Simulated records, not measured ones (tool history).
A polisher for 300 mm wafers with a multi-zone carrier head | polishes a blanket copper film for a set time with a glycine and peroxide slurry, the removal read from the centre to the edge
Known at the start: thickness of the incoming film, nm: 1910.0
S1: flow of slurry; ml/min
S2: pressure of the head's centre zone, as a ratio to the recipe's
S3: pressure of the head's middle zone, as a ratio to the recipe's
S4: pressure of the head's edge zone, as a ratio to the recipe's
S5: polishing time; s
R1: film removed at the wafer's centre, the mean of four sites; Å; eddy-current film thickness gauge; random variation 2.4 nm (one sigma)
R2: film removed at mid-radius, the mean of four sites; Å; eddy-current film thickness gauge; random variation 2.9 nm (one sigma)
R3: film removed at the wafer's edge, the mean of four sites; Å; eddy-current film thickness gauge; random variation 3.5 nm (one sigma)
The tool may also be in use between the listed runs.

| run | hour | S1 | S2 | S3 | S4 | S5 | R1 | R2 | R3 |
|---|---|---|---|---|---|---|---|---|---|
| 1 | 0.0 | 300 | 1.00 | 1.00 | 1.00 | 75 | 2997.8 | 3059.2 | 3130.1 |
| 2 | 3.7 | 300 | 1.00 | 1.00 | 0.92 | 75 | 2967.8 | 3088.9 | 3023.4 |
| 3 | 9.0 | 300 | 1.00 | 1.06 | 0.92 | 75 | 2979.5 | 3245.0 | 3056.8 |
| 4 | 11.3 | 310 | 1.03 | 1.06 | 0.94 | 75 | 3062.4 | 3198.5 | 3075.1 |
|  | 14.3 | slurry nozzle cleaned |
| 5 | 14.3 | 320 | 1.06 | 1.06 | 0.94 | 76 | 3329.4 | 3393.5 | 3241.4 |
| 6 | 19.9 | 340 | 1.07 | 1.03 | 0.92 | 76 | 3392.7 | 3337.9 | 3226.4 |
| 7 | 25.4 | 355 | 1.08 | 1.01 | 0.91 | 76 | 3486.6 | 3341.5 | 3200.8 |

The next listed run, before its measurement:
| 8 | 31.1 | 365 | 1.09 | 0.99 | 0.91 | 76 | ? | ? | ? |

{"run 8": {"R1": 3461.0, "R2": 3193.3, "R3": 3236.1}}
